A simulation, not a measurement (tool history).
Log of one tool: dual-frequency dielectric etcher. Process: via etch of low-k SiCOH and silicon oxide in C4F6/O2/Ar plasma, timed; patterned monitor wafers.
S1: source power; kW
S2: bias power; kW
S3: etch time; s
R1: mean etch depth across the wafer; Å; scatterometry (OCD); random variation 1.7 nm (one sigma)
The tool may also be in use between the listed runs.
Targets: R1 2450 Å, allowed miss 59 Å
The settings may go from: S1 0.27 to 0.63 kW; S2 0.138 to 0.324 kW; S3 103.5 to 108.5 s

run 1 hour=0 | S1=0.45 S2=0.231 S3=103.5 | R1=3315.6
run 2 hour=8.7 | S1=0.45 S2=0.231 S3=103.5 | R1=3295.3
run 3 hour=11.4 | S1=0.45 S2=0.257 S3=103.5 | R1=3411.3
run 4 hour=17.1 | S1=0.4 S2=0.257 S3=103.5 | R1=3280.5
run 5 hour=22.5 | S1=0.4 S2=0.274 S3=103.5 | R1=3289.5
run 6 hour=27.1 | S1=0.46 S2=0.274 S3=103.5 | R1=3597.6
run 7 hour=28.8 | S1=0.42 S2=0.258 S3=103.5 | R1=3329.4
run 8 hour=37 | S1=0.39 S2=0.24 S3=103.5 | R1=3097.7

Which of these 5 next moves meets every target?
run A hour=45.2 | S1=0.38 S2=0.225 S3=103.5 | R1=?
run B hour=45.2 | S1=0.4 S2=0.275 S3=104.5 | R1=?
run C hour=45.2 | S1=0.27 S2=0.214 S3=105.5 | R1=?
run D hour=45.2 | S1=0.45 S2=0.247 S3=108.5 | R1=?
run E hour=45.2 | S1=0.45 S2=0.251 S3=108.5 | R1=?

move=A R1=2982.1
move=B R1=3352.6
move=C R1=2439.5
move=D R1=3543.3
move=E R1=3565.9
A: nearer than the last run, and not there yet
B: further off than the last run
C: meets every target
D: further off than the last run
E: further off than the last run
Move C is the one to make.
